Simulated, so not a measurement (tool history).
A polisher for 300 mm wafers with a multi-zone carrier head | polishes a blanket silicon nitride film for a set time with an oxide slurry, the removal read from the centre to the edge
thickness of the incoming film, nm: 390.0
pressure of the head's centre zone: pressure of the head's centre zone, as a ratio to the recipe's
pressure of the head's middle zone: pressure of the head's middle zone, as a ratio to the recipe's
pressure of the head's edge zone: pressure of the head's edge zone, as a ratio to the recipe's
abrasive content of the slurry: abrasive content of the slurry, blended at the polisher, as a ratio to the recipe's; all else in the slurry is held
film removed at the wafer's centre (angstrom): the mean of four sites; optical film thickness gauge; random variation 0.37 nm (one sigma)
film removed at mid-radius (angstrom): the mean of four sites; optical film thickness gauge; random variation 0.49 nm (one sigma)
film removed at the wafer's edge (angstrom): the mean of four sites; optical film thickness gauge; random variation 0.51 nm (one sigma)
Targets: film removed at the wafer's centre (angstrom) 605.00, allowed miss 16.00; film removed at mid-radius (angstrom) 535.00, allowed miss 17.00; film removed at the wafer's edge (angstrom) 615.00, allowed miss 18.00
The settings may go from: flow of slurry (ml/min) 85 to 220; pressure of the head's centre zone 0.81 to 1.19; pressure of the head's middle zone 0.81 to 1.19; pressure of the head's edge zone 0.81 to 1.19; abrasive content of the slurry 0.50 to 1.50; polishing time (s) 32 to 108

run    day  flow of slurry (ml/min)  pressure of the head's centre zone  pressure of the head's middle zone  pressure of the head's edge zone  abrasive content of the slurry  polishing time (s)  film removed at the wafer's centre (angstrom)  film removed at mid-radius (angstrom)  film removed at the wafer's edge (angstrom)
  1  0.000                      140                                1.00                                1.00                              1.00                            1.00                  70                                         651.35                                 676.58                                       692.82
  2  0.233                      125                                1.01                                0.95                              0.97                            1.00                  70                                         655.25                                 621.14                                       677.15
  3  0.350                      115                                1.00                                0.93                              0.94                            1.00                  70                                         640.10                                 621.36                                       658.61
  4  0.575                      110                                1.00                                0.90                              0.93                            0.95                  70                                         609.46                                 576.28                                       638.45
  5  0.708                      105                                1.01                                0.89                              0.92                            0.95                  70                                         615.15                                 571.78                                       635.97
  6  0.967                      105                                1.01                                0.89                              0.92                            0.95                  87                                         762.52                                 709.26                                       784.71
  7  1.292                      105                                1.01                                0.87                              0.90                            0.80                  86                                         681.67                                 625.22                                       690.57
  8  1.658                       85                                1.00                                0.81                              0.87                            0.65                  86                                         573.27                                 497.55                                       580.20
  9  1.888                       95                                1.00                                0.81                              0.88                            0.65                  86                                         573.18                                 505.28                                       592.52
 10  2.133                      105                                1.01                                0.81                              0.88                            0.65                  86                                         596.30                                 516.85                                       588.90
 11  2.292                      110                                1.01                                0.82                              0.90                            0.65                  86                                         596.90                                 518.84                                       600.09

Which of these 4 next moves meets every target?
  A  2.450                      100                                1.06                                0.93                              0.94                            0.85                  68                                              ?                                      ?                                            ?
  B  2.450                      135                                1.08                                0.81                              1.01                            0.55                  92                                              ?                                      ?                                            ?
  C  2.450                       95                                1.02                                0.85                              0.91                            0.65                  89                                              ?                                      ?                                            ?
  D  2.450                      105                                1.01                                0.86                              0.81                            0.60                  93                                              ?                                      ?                                            ?

move  film removed at the wafer's centre (angstrom)  film removed at mid-radius (angstrom)  film removed at the wafer's edge (angstrom)
   A                                         584.20                                 533.10                                       571.13
   B                                         614.44                                 488.72                                       602.15
   C                                         609.87                                 537.94                                       613.04
   D                                         602.02                                 540.58                                       575.87
A: brings the result that was furthest off to its target, and leaves another outside
B: further off than the last run
C: meets every target
D: brings the result that was furthest off to its target, and leaves another outside
Answer: C
